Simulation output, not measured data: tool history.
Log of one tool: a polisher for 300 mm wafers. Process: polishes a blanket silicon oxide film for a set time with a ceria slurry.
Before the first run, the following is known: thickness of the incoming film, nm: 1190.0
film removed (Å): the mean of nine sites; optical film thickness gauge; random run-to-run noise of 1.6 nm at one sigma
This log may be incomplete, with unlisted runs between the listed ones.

run  hour  flow of slurry (ml/min)  pressure of the wafer on the pad (kPa)  speed of the pad under the wafer (m/s)  polishing time (s)  film removed (Å)
  1     0                      310                                    16.5                                    1.36                  19            928.44
  2   6.4                      310                                    16.5                                    1.64                  19            1127.2
  3   8.6                      310                                    17.9                                    1.64                  19            1211.9
  4    17                      310                                    21.4                                    1.64                  19            1417.3
  5    25                      310                                    22.1                                    1.64                  19              1476
  6  30.3                      310                                    22.1                                    1.64                  16            1247.3
  7  35.6                      310                                    22.8                                    1.68                  16            1284.1
  8  38.8                      310                                    23.4                                    1.72                  16            1412.4

Run 9 comes next. What will it give?
  9  41.9                      310                                    24.1                                    1.74                  16                 ?

Run 9 measured film removed (Å) 1434.2.
